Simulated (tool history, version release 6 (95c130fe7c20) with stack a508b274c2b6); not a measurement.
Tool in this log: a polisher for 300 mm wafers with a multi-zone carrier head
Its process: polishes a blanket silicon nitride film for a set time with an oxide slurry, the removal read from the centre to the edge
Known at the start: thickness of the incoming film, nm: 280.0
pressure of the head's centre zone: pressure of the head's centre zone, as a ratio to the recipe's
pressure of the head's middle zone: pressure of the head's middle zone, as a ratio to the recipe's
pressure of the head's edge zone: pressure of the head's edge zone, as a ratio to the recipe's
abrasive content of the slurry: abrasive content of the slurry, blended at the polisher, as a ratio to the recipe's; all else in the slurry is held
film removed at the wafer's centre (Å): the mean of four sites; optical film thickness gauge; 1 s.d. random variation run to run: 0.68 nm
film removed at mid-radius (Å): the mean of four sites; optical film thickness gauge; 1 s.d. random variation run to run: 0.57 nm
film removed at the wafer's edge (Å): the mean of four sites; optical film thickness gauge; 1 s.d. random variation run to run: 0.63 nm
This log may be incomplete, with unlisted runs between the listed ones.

| run | hour | flow of slurry (ml/min) | pressure of the head's centre zone | pressure of the head's middle zone | pressure of the head's edge zone | abrasive content of the slurry | polishing time (s) | film removed at the wafer's centre (Å) | film removed at mid-radius (Å) | film removed at the wafer's edge (Å) |
|---|---|---|---|---|---|---|---|---|---|---|
| 1 | 0 | 260 | 1 | 1 | 1 | 1 | 68 | 460.91 | 479.31 | 465.26 |
| 2 | 7.6 | 265 | 1.02 | 1.02 | 1 | 1 | 68 | 477.27 | 476.32 | 466.11 |
| 3 | 16.1 | 265 | 1.02 | 1.02 | 1 | 1 | 54 | 372.99 | 395.24 | 371.02 |
| 4 | 20.3 | 270 | 1.03 | 1.04 | 1 | 1.05 | 54 | 394 | 403.48 | 384.71 |
| 5 | 25.1 | 300 | 1.03 | 1.04 | 1 | 1.05 | 54 | 401.31 | 412 | 383 |
| 6 | 34.1 | 265 | 1.03 | 1.04 | 1 | 1.05 | 54 | 396.82 | 408.6 | 385.78 |
| 7 | 41.8 | 270 | 1.03 | 1.06 | 0.99 | 1.1 | 54 | 407.44 | 418.41 | 395.45 |
| 8 | 50.2 | 270 | 1.03 | 1.06 | 0.99 | 1.1 | 54 | 404.08 | 417.32 | 386.59 |
| 9 | 53.1 | 275 | 1.03 | 1.08 | 0.99 | 1.15 | 55 | 420.5 | 437.44 | 401.11 |

Run 10, settings as shown, results not yet in. Your forecast:
| 10 | 58.4 | 280 | 1.03 | 1.09 | 0.99 | 1.2 | 56 | ? | ? | ? |

{"run 10": {"film removed at the wafer's centre (Å)": 427.6, "film removed at mid-radius (Å)": 453.83, "film removed at the wafer's edge (Å)": 409.04}}
